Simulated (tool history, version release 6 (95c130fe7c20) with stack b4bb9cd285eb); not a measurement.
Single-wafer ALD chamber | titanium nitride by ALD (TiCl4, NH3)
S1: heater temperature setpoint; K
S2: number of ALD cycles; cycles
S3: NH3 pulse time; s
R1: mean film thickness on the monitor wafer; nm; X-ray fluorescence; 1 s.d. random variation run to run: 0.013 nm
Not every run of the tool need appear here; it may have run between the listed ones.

run,hour,S1,S2,S3,R1
1,0,678.15,146,3.15,3.0075
2,8.2,678.15,146,4.01,3.0161
3,9.9,673.15,146,3.4,2.9973
4,11.2,673.15,146,3.07,2.9806
5,17.5,673.15,146,3.07,2.9831
6,26.5,669.15,146,2.66,2.9627

What does the tool deliver on the next run?
7,34.9,666.15,146,2.34,?

{"run 7": {"R1": 2.9142}}

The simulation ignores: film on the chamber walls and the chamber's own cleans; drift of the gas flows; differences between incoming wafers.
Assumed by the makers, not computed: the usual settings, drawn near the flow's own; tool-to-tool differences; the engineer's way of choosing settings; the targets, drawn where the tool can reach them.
